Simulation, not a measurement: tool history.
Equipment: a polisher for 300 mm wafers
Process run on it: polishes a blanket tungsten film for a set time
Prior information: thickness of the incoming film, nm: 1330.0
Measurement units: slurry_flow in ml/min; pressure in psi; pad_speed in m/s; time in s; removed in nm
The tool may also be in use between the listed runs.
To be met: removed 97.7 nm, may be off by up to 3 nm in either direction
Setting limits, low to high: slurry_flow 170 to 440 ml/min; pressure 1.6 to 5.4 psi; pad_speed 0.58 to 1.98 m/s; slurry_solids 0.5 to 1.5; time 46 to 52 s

run  hour  slurry_flow  pressure  pad_speed  slurry_solids  time  removed
  1     0          280       3.5       1.28              1    52   253.42
  2   1.4          280       3.3       1.22              1    52   229.76
  3   5.2          280       3.1       1.16              1    52   203.75
  4  14.1          280       3.1       1.16            1.2    52   212.38
  5    21          280       2.9       1.12            1.2    52   195.04
  6  27.6          280       2.7       1.08            1.2    52    175.4
  7  34.5          280       2.6       1.04            1.2    52   160.83
  8  39.7          280       2.5       1.02            1.2    52   152.15
  9  41.9          275       1.6       0.78            1.2    52   76.844
 10  47.3          280       1.7       0.78            1.2    52   82.796
 11  47.9          285       1.7       0.78            1.2    52    83.54
 12  54.1          295       1.7       0.78            1.2    52   82.178

Pick the move, out of 4, that brings all results within their allowed miss; only one does.
  A  60.3          320       2.1       0.82           1.15    52        ?
  B  60.3          300       1.6       0.84            1.1    46        ?
  C  60.3          290       1.9       0.68           1.05    47        ?
  D  60.3          340       2.5       0.62           1.25    52        ?

move  removed
   A   106.19
   B   73.114
   C   70.797
   D   98.765
A: the result that was furthest off in the last run now lies on the other side of its target
B: further off than the last run
C: further off than the last run
D: all results in spec
Correct choice: D, which meets every target
